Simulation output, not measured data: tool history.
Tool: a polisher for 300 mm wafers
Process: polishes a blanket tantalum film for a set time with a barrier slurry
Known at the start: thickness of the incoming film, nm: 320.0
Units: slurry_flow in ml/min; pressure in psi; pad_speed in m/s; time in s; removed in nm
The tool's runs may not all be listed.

{"run": 1, "hour": 0.0, "slurry_flow": 155, "pressure": 1.7, "pad_speed": 0.9, "slurry_solids": 1, "time": 43, "removed": 51.042}
{"run": 2, "hour": 5.7, "slurry_flow": 155, "pressure": 1.5, "pad_speed": 0.9, "slurry_solids": 1, "time": 43, "removed": 46.323}
{"run": 3, "hour": 11.7, "slurry_flow": 180, "pressure": 1.5, "pad_speed": 0.9, "slurry_solids": 1, "time": 43, "removed": 47.062}
{"run": 4, "hour": 15.4, "slurry_flow": 180, "pressure": 1.5, "pad_speed": 0.9, "slurry_solids": 1, "time": 43, "removed": 48.262}
{"run": 5, "hour": 18.4, "slurry_flow": 180, "pressure": 1.5, "pad_speed": 1.08, "slurry_solids": 1, "time": 43, "removed": 54.367}
{"run": 6, "hour": 25.5, "slurry_flow": 175, "pressure": 1.3, "pad_speed": 1.02, "slurry_solids": 1, "time": 43, "removed": 46.387}
{"hour": 32.4, "done": "head pressure recalibrated"}
{"run": 7, "hour": 32.4, "slurry_flow": 170, "pressure": 1.2, "pad_speed": 0.98, "slurry_solids": 1, "time": 43, "removed": 37.212}
{"run": 8, "hour": 35.3, "slurry_flow": 155, "pressure": 1.2, "pad_speed": 0.98, "slurry_solids": 1, "time": 43, "removed": 36.416}
{"run": 9, "hour": 36.0, "slurry_flow": 155, "pressure": 1.2, "pad_speed": 0.98, "slurry_solids": 1, "time": 43, "removed": 36.407}
{"run": 10, "hour": 40.7, "slurry_flow": 140, "pressure": 1.2, "pad_speed": 0.98, "slurry_solids": 1, "time": 43, "removed": 36.004}
{"run": 11, "hour": 42.3, "slurry_flow": 135, "pressure": 1.2, "pad_speed": 0.98, "slurry_solids": 1, "time": 43, "removed": 35.671}

Forecast run 12:
{"run": 12, "hour": 48.6, "slurry_flow": 130, "pressure": 0.9, "pad_speed": 0.96, "slurry_solids": 1, "time": 43, "removed": "?"}

Run 12 gave removed 26.155 nm.
